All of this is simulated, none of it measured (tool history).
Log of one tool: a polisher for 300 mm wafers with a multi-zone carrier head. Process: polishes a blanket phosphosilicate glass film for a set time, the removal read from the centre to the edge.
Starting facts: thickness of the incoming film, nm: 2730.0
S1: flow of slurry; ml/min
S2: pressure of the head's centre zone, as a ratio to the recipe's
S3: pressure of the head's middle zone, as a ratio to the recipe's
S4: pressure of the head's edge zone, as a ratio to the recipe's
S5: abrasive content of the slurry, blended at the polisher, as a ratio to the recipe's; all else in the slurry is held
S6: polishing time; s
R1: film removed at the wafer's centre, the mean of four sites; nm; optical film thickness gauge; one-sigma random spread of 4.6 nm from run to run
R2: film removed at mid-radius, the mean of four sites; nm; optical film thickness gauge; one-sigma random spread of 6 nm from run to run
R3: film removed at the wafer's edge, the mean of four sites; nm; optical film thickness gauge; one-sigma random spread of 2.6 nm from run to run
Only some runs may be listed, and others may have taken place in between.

run    day   S1    S2    S3    S4    S5  S6      R1      R2      R3
  1  0.000  305  1.00  1.00  1.00  1.00  70  410.66  414.95  399.73
  2  0.204  305  1.00  1.06  1.00  1.00  70  407.19  443.84  397.82
  3  0.567  305  1.00  1.06  1.00  1.00  63  373.20  388.30  358.86
  4  0.617  310  0.98  1.09  1.02  1.05  63  366.77  414.32  370.52
  5  0.788  315  0.98  1.11  1.04  1.05  63  375.47  410.70  375.20
  6  1.146  315  0.98  1.11  1.04  1.00  63  356.31  410.21  366.07
  7  1.300  315  0.98  1.11  1.04  1.00  63  351.40  399.66  364.44

Forecast run 8:
  8  1.346  315  0.97  1.13  1.04  1.05  63   ?   ?   ?

{"run 8": {"R1": 365.18, "R2": 428.09, "R3": 376.44}}

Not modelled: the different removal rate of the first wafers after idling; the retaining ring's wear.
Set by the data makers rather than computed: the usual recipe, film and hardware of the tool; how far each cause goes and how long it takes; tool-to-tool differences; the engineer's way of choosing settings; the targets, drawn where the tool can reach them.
